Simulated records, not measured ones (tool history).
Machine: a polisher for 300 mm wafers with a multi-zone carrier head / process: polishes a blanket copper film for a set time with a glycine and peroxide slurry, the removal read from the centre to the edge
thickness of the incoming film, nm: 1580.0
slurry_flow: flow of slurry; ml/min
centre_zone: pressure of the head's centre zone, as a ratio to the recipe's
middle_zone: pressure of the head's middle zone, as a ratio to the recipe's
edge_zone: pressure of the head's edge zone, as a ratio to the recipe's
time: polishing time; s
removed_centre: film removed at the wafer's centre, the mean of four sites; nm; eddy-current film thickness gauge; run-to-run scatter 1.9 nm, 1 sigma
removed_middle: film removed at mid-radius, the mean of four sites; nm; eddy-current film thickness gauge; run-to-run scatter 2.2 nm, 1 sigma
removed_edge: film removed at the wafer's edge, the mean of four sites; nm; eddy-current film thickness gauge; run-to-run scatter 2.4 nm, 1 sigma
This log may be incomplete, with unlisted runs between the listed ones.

| run | hour | slurry_flow | centre_zone | middle_zone | edge_zone | time | removed_centre | removed_middle | removed_edge |
|---|---|---|---|---|---|---|---|---|---|
| 1 | 0.0 | 230 | 1.00 | 1.00 | 1.00 | 68 | 282.09 | 288.43 | 291.42 |
| 2 | 4.9 | 225 | 1.00 | 0.96 | 0.97 | 62 | 257.78 | 251.27 | 267.37 |
| 3 | 8.5 | 225 | 0.96 | 0.96 | 0.97 | 62 | 246.30 | 255.46 | 263.42 |
| 4 | 12.4 | 225 | 0.97 | 0.94 | 0.94 | 57 | 227.24 | 229.81 | 238.59 |
| 5 | 14.2 | 225 | 0.98 | 0.91 | 0.91 | 55 | 222.30 | 210.56 | 222.94 |
| 6 | 21.9 | 220 | 0.97 | 0.89 | 0.89 | 55 | 222.09 | 210.97 | 225.65 |
| 7 | 25.2 | 220 | 0.97 | 0.88 | 0.88 | 53 | 210.70 | 200.05 | 217.00 |
|  | 31.7 | slurry nozzle cleaned |
| 8 | 31.7 | 220 | 0.98 | 0.87 | 0.86 | 52 | 218.48 | 203.60 | 214.46 |

Estimate the outcome of run 9 from the log above:
| 9 | 34.4 | 220 | 0.98 | 0.86 | 0.85 | 51 | ? | ? | ? |

Run 9 produced removed_centre 213.58 nm, removed_middle 195.72 nm, removed_edge 209.69 nm.

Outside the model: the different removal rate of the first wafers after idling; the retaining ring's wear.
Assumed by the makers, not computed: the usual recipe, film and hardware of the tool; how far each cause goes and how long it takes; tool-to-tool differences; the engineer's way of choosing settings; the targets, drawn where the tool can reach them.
